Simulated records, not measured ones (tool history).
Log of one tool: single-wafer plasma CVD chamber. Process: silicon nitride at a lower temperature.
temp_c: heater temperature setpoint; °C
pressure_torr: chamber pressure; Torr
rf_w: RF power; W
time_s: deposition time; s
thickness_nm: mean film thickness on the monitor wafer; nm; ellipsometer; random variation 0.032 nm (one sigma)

| run | hour | temp_c | pressure_torr | rf_w | time_s | thickness_nm |
|---|---|---|---|---|---|---|
| 1 | 0.0 | 355 | 1.97 | 235 | 8.6 | 9.4348 |
| 2 | 7.5 | 355 | 1.97 | 235 | 8.6 | 9.4128 |
| 3 | 14.7 | 355 | 1.69 | 235 | 8.6 | 9.1664 |
| 4 | 17.6 | 347 | 1.69 | 235 | 8.6 | 9.1548 |
| 5 | 23.1 | 347 | 1.63 | 220 | 8.6 | 8.5147 |
| 6 | 26.0 | 357 | 1.63 | 220 | 8.6 | 8.4868 |

Run 7 comes next. What will it give?
| 7 | 32.9 | 357 | 1.26 | 180 | 8.4 | ? |

{"run 7": {"thickness_nm": 6.1349}}
